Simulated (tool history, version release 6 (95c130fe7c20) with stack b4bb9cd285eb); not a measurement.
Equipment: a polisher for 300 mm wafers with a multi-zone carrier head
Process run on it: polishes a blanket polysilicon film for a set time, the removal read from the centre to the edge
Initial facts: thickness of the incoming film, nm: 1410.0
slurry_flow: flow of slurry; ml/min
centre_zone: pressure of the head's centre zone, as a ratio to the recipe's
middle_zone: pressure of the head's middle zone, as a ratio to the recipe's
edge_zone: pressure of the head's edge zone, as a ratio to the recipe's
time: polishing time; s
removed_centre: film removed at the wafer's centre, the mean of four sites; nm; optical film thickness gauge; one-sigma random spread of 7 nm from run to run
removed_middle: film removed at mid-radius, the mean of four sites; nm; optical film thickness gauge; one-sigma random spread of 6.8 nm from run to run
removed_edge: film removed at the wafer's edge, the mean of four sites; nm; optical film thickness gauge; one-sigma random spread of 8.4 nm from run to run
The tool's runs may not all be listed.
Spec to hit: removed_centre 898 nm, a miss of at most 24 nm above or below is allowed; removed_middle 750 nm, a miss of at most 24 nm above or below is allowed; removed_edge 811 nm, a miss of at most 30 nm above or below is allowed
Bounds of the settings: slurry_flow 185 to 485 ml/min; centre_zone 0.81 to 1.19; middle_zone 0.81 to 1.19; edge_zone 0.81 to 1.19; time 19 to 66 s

run,day,slurry_flow,centre_zone,middle_zone,edge_zone,time,removed_centre,removed_middle,removed_edge
1,0,310,1,1,1,42,584.76,560.64,576.17
2,0.371,310,1,1,1,36,503.21,481.38,483.51
3,0.629,385,1,1,1,36,511.63,487.47,494.96
4,0.942,385,1,1,1.04,36,513.08,492.13,502.43
5,1.15,385,1.04,1,1.07,41,602.13,569.55,574.7
6,1.35,385,1.04,1,1.07,31,456.72,420.21,442.1
7,1.688,385,1.07,0.98,1.09,38,566.75,496.87,543.02
8,2.05,385,1.1,0.99,1.1,43,672.38,577.36,609.37
9,2.196,375,1.11,0.98,1.11,46,714.27,609.24,652.53
10,2.483,370,1.12,0.98,1.13,49,773.74,652.34,709.92
11,2.6,370,1.13,0.99,1.14,51,807.62,693.27,732.24
12,2.896,380,1.14,0.98,1.15,52,837.46,692.07,754.08
13,2.962,380,1.14,0.98,1.15,52,838.51,692.22,772.65
14,3.217,390,1.15,0.99,1.16,52,842.7,688.59,772.44

Consider the 5 candidate settings below. Which is the only one whose results all fall within their allowed miss of target?
A,3.471,380,1.13,0.98,1.16,60,?,?,?
B,3.471,480,1.07,0.92,1.19,59,?,?,?
C,3.471,460,1.15,1,1.12,55,?,?,?
D,3.471,185,1.17,0.92,0.98,62,?,?,?
E,3.471,380,1.05,1,1.19,61,?,?,?

move,removed_centre,removed_middle,removed_edge
A,962.5,783.62,882.81
B,908.11,740.66,887.85
C,908.58,738.3,802.82
D,979.58,734.29,819.3
E,908.93,810.61,907.9
A: takes the biggest miss from the last run beyond its target
B: corrects the largest miss of the last run, while another result sits out of spec
C: all results land within tolerance of their targets
D: corrects the largest miss of the last run, while another result sits out of spec
E: takes the biggest miss from the last run beyond its target
C is the move that brings every result within its allowed miss.

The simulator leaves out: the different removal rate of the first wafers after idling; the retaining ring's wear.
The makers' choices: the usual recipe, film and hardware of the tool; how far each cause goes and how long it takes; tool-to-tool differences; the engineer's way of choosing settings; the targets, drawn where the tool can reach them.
